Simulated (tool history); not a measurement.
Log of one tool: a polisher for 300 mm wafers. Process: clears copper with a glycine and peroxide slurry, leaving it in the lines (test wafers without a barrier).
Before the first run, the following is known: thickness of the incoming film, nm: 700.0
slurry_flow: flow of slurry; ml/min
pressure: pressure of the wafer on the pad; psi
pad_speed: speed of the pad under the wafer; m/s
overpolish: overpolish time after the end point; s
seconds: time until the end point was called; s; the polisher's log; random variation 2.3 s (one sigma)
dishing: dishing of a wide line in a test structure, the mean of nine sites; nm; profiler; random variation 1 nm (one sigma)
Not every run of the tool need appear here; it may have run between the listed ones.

{"run": 1, "hour": 0.0, "slurry_flow": 295, "pressure": 3.1, "pad_speed": 1.04, "overpolish": 17, "seconds": 127.59, "dishing": 64.047}
{"run": 2, "hour": 1.6, "slurry_flow": 335, "pressure": 3.1, "pad_speed": 1.04, "overpolish": 17, "seconds": 126.97, "dishing": 63.07}
{"run": 3, "hour": 7.5, "slurry_flow": 310, "pressure": 3.1, "pad_speed": 1.04, "overpolish": 17, "seconds": 129.71, "dishing": 61.154}
{"run": 4, "hour": 15.8, "slurry_flow": 310, "pressure": 3.1, "pad_speed": 1.14, "overpolish": 17, "seconds": 116.38, "dishing": 65.426}
{"run": 5, "hour": 21.4, "slurry_flow": 310, "pressure": 3, "pad_speed": 1.14, "overpolish": 16, "seconds": 121.72, "dishing": 61.049}
{"run": 6, "hour": 24.4, "slurry_flow": 310, "pressure": 2.9, "pad_speed": 1.14, "overpolish": 15, "seconds": 123.68, "dishing": 57.701}

Expected results for the next run?
{"run": 7, "hour": 27.4, "slurry_flow": 310, "pressure": 2.8, "pad_speed": 1.14, "overpolish": 15, "seconds": "?", "dishing": "?"}

seconds: 129.53 s
dishing: 56.422 nm

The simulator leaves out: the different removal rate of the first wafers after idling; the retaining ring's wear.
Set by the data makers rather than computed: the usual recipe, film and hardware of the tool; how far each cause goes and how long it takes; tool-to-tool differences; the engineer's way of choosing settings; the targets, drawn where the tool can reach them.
